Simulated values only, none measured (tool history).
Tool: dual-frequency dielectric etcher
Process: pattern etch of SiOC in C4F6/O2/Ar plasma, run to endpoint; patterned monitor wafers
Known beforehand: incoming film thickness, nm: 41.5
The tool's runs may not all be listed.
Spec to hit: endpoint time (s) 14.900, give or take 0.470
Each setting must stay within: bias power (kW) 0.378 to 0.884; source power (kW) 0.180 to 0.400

run	day	bias power (kW)	source power (kW)	endpoint time (s)
1	0.000	0.631	0.290	12.749
2	0.158	0.734	0.290	12.209
3	0.471	0.682	0.270	12.891
4	0.783	0.682	0.310	12.266
5	0.962	0.788	0.310	11.848
6	1.279	0.788	0.350	11.153
7	1.617	0.723	0.320	11.968
8	1.967	0.665	0.290	12.482
9	2.133	0.665	0.290	12.692
10	2.383	0.622	0.270	13.202
11	2.625	0.590	0.260	13.328
12	2.746	0.561	0.240	13.981
13	3.088	0.543	0.230	14.313
14	3.129	0.532	0.230	14.326

4 next moves are on the table. One of them brings every result within its allowed miss. Which?
A	3.171	0.570	0.200	?
B	3.171	0.530	0.250	?
C	3.171	0.597	0.260	?
D	3.171	0.506	0.260	?

move	endpoint time (s)
A	14.722
B	13.828
C	13.286
D	13.771
A: in spec on every target
B: moves away from the targets compared with the last run
C: moves away from the targets compared with the last run
D: moves away from the targets compared with the last run
Go with A: it meets all targets.

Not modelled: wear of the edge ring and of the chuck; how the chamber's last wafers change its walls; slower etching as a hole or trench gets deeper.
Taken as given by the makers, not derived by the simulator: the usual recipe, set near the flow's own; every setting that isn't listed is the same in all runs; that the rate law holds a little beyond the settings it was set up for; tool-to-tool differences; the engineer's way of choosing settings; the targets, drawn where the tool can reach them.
